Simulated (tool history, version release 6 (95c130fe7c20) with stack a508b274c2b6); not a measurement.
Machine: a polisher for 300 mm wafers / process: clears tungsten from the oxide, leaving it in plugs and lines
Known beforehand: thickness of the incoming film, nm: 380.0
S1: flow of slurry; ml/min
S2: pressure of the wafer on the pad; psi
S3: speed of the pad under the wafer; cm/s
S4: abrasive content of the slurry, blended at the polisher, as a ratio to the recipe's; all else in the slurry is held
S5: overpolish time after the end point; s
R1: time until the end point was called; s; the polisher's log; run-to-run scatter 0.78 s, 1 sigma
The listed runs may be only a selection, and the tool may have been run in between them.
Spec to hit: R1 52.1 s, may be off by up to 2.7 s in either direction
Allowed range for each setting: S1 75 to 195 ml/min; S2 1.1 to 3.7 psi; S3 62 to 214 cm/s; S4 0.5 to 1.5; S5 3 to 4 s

{"run": 1, "hour": 0.0, "S1": 125, "S2": 2.4, "S3": 138, "S4": 1, "S5": 4, "R1": 89.169}
{"run": 2, "hour": 1.2, "S1": 125, "S2": 2.6, "S3": 140, "S4": 1, "S5": 4, "R1": 82.519}
{"run": 3, "hour": 2.0, "S1": 135, "S2": 2.6, "S3": 140, "S4": 1, "S5": 4, "R1": 84.016}
{"run": 4, "hour": 8.8, "S1": 135, "S2": 2.8, "S3": 144, "S4": 1, "S5": 4, "R1": 77.399}
{"run": 5, "hour": 16.5, "S1": 115, "S2": 2.8, "S3": 144, "S4": 1, "S5": 4, "R1": 78.599}
{"run": 6, "hour": 19.0, "S1": 115, "S2": 2.8, "S3": 126, "S4": 1, "S5": 4, "R1": 90.178}
{"run": 7, "hour": 25.5, "S1": 115, "S2": 2.9, "S3": 132, "S4": 1, "S5": 4, "R1": 83.129}
{"run": 8, "hour": 27.3, "S1": 115, "S2": 3, "S3": 138, "S4": 1, "S5": 4, "R1": 78.625}
{"run": 9, "hour": 30.8, "S1": 115, "S2": 3.1, "S3": 144, "S4": 1, "S5": 4, "R1": 72.942}
{"run": 10, "hour": 33.5, "S1": 130, "S2": 3.7, "S3": 158, "S4": 1, "S5": 4, "R1": 55.157}
{"run": 11, "hour": 38.9, "S1": 130, "S2": 3.7, "S3": 160, "S4": 1, "S5": 4, "R1": 53.689}

Of the 4 settings listed for the next run, only one would bring every result within its allowed miss of target. Which one?
{"run": "A", "hour": 44.3, "S1": 120, "S2": 3.7, "S3": 152, "S4": 1, "S5": 3, "R1": "?"}
{"run": "B", "hour": 44.3, "S1": 140, "S2": 3.7, "S3": 164, "S4": 1.2, "S5": 4, "R1": "?"}
{"run": "C", "hour": 44.3, "S1": 160, "S2": 3.7, "S3": 140, "S4": 1.15, "S5": 3, "R1": "?"}
{"run": "D", "hour": 44.3, "S1": 105, "S2": 3.7, "S3": 162, "S4": 0.95, "S5": 3, "R1": "?"}

move=A R1=59.286
move=B R1=51.399
move=C R1=58.702
move=D R1=58.301
A: moves away from the targets compared with the last run
B: all results land within tolerance of their targets
C: moves away from the targets compared with the last run
D: moves away from the targets compared with the last run
Go with B: it meets all targets.
